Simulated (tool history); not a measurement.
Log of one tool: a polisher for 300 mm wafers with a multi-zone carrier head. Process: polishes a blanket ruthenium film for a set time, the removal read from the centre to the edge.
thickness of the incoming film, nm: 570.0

run  hour  flow of slurry (ml/min)  pressure of the head's centre zone  pressure of the head's middle zone  pressure of the head's edge zone  polishing time (s)  film removed at the wafer's centre (Å)  film removed at mid-radius (Å)  film removed at the wafer's edge (Å)
  1     0                      295                                   1                                   1                                 1                  52                                  648.81                          668.36                                652.85
  2   2.8                      295                                   1                                   1                                 1                  63                                  804.34                           818.5                                798.31
  3   7.5                      285                                0.98                                1.01                              0.97                  63                                   777.3                          822.83                                784.46
  4    11                      275                                0.97                                1.02                              0.95                  63                                  775.27                          831.44                                778.57
  5  12.1                      270                                0.96                                1.03                              0.93                  63                                  759.72                          836.07                                766.26
  6  17.7                      270                                0.96                                1.03                              1.01                  63                                  757.01                          825.29                                 788.3

The next listed run, before its measurement:
  7    20                      260                                0.96                                1.04                              0.99                  63                                       ?                               ?                                     ?

film removed at the wafer's centre (Å): 769.12
film removed at mid-radius (Å): 829.92
film removed at the wafer's edge (Å): 796.97
